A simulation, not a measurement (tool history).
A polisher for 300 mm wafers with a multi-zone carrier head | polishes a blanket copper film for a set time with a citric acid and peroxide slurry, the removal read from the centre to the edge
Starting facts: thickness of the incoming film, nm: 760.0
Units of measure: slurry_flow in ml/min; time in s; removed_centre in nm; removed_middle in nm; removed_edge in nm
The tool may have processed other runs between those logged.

run,day,slurry_flow,centre_zone,middle_zone,edge_zone,slurry_solids,time,removed_centre,removed_middle,removed_edge
1,0.000,130,1.00,1.00,1.00,1.00,80,132.010,132.12,129.39
2,0.208,120,0.97,0.96,0.96,0.95,80,126.190,125.76,126.13
3,0.458,90,0.97,0.96,0.96,0.95,80,113.510,113.23,118.86
4,0.679,80,0.97,0.96,0.96,0.95,80,109.140,108.32,114.55
5,0.971,80,0.97,1.04,0.96,0.95,80,108.520,119.93,117.04
6,1.004,80,0.97,1.04,0.96,0.95,71,97.315,105.77,104.19
7,1.333,80,0.97,1.04,0.96,0.95,71,97.459,103.60,102.04
8,1.412,85,0.98,1.02,0.98,0.95,71,98.554,103.67,108.30

What will run 9 give?
9,1.462,90,0.99,1.01,0.98,0.95,71,?,?,?

Run 9 came out at removed_centre 103.530 nm, removed_middle 103.50 nm, removed_edge 109.46 nm.

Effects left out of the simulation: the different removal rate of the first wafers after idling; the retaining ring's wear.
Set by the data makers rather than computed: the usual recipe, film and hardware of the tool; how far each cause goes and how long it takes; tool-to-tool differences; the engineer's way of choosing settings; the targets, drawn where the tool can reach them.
